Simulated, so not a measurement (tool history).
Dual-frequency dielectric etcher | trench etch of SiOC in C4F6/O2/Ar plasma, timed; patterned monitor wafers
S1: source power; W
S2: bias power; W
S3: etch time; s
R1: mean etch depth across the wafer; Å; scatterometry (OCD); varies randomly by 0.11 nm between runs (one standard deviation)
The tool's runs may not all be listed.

| run | hour | S1 | S2 | S3 | R1 |
|---|---|---|---|---|---|
| 1 | 0.0 | 470 | 190 | 18.0 | 421.50 |
| 2 | 3.9 | 510 | 190 | 18.0 | 430.54 |
| 3 | 7.4 | 510 | 190 | 16.5 | 395.53 |
| 4 | 12.2 | 490 | 184 | 16.5 | 386.88 |
| 5 | 18.3 | 490 | 184 | 16.5 | 388.18 |
| 6 | 19.9 | 490 | 205 | 16.5 | 400.16 |
| 7 | 20.4 | 470 | 200 | 16.5 | 390.81 |
| 8 | 27.9 | 370 | 178 | 16.5 | 354.26 |

What does the tool deliver on the next run?
| 9 | 31.2 | 360 | 177 | 16.5 | ? |

{"run 9": {"R1": 352.43}}
